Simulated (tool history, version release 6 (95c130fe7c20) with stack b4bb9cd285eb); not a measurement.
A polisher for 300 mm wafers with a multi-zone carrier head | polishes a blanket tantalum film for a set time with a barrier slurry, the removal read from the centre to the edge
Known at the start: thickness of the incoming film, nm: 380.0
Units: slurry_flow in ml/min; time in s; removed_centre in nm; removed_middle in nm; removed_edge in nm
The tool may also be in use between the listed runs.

| run | hour | slurry_flow | centre_zone | middle_zone | edge_zone | slurry_solids | time | removed_centre | removed_middle | removed_edge |
|---|---|---|---|---|---|---|---|---|---|---|
| 1 | 0 | 135 | 1 | 1 | 1 | 1 | 89 | 146.05 | 146.21 | 148.95 |
| 2 | 2 | 150 | 1 | 1 | 1 | 1 | 89 | 151.52 | 149.13 | 152.11 |
| 3 | 3.8 | 150 | 0.95 | 1 | 1 | 1 | 89 | 144.49 | 149.92 | 151.65 |
| 4 | 6.1 | 150 | 0.95 | 0.96 | 1 | 1 | 89 | 144.27 | 144.7 | 153.37 |
| 5 | 8.2 | 150 | 0.9 | 0.96 | 1 | 1 | 89 | 131.29 | 146.42 | 149.41 |
| 6 | 14.7 | 150 | 0.92 | 0.97 | 0.96 | 0.95 | 89 | 134.39 | 149.02 | 144.14 |
| 7 | 16.1 | 150 | 0.94 | 0.96 | 0.94 | 0.9 | 89 | 137.3 | 139.77 | 140.86 |
| 8 | 18.2 | 150 | 0.94 | 0.97 | 0.92 | 0.9 | 89 | 138.77 | 142.35 | 138.65 |
| 9 | 20.6 | 150 | 0.94 | 0.98 | 0.91 | 0.9 | 89 | 136.89 | 142.47 | 139.4 |
|  | 26 | slurry nozzle cleaned |
| 10 | 26 | 150 | 0.94 | 0.99 | 0.89 | 0.9 | 89 | 142.02 | 154.57 | 141.37 |
| 11 | 32.1 | 125 | 0.97 | 0.96 | 0.86 | 0.75 | 88 | 130.93 | 133.64 | 125.03 |
| 12 | 32.9 | 125 | 0.97 | 0.96 | 0.86 | 0.75 | 88 | 128.72 | 133.12 | 126.09 |

The next listed run, before its measurement:
| 13 | 38.6 | 130 | 0.97 | 0.97 | 0.86 | 0.75 | 88 | ? | ? | ? |

Run 13 gave removed_centre 132.83 nm, removed_middle 131.21 nm, removed_edge 126.34 nm.
